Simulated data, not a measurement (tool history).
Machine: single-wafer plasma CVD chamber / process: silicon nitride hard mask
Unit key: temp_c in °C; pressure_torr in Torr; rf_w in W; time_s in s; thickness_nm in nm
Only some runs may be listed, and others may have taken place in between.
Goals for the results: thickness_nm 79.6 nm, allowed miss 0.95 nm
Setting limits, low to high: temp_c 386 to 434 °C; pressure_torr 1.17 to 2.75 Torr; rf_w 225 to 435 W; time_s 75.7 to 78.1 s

run 1 hour=0 | temp_c=410 pressure_torr=1.96 rf_w=330 time_s=75.7 | thickness_nm=84.125
run 2 hour=6.6 | temp_c=410 pressure_torr=1.96 rf_w=330 time_s=75.7 | thickness_nm=84.38
run 3 hour=14.5 | temp_c=410 pressure_torr=1.91 rf_w=330 time_s=75.7 | thickness_nm=83.917
run 4 hour=21.5 | temp_c=416 pressure_torr=1.91 rf_w=330 time_s=75.7 | thickness_nm=83.914
run 5 hour=30.1 | temp_c=416 pressure_torr=1.87 rf_w=330 time_s=75.7 | thickness_nm=83.218
run 6 hour=36.1 | temp_c=416 pressure_torr=1.83 rf_w=330 time_s=75.7 | thickness_nm=82.703
run 7 hour=44.9 | temp_c=416 pressure_torr=1.8 rf_w=330 time_s=75.7 | thickness_nm=82.494
run 8 hour=47.6 | temp_c=416 pressure_torr=1.77 rf_w=330 time_s=75.7 | thickness_nm=82.061

Which single option among these 4 for the next run brings every result within its allowed miss of target? Just one does.
run A hour=50.3 | temp_c=417 pressure_torr=1.86 rf_w=325 time_s=77.1 | thickness_nm=?
run B hour=50.3 | temp_c=406 pressure_torr=1.55 rf_w=355 time_s=76.2 | thickness_nm=?
run C hour=50.3 | temp_c=420 pressure_torr=1.54 rf_w=315 time_s=78.1 | thickness_nm=?
run D hour=50.3 | temp_c=414 pressure_torr=1.71 rf_w=355 time_s=77.5 | thickness_nm=?

move=A thickness_nm=83.463
move=B thickness_nm=84.12
move=C thickness_nm=79.404
move=D thickness_nm=87.055
A: further off than the last run
B: further off than the last run
C: all results in spec
D: further off than the last run
Answer: C

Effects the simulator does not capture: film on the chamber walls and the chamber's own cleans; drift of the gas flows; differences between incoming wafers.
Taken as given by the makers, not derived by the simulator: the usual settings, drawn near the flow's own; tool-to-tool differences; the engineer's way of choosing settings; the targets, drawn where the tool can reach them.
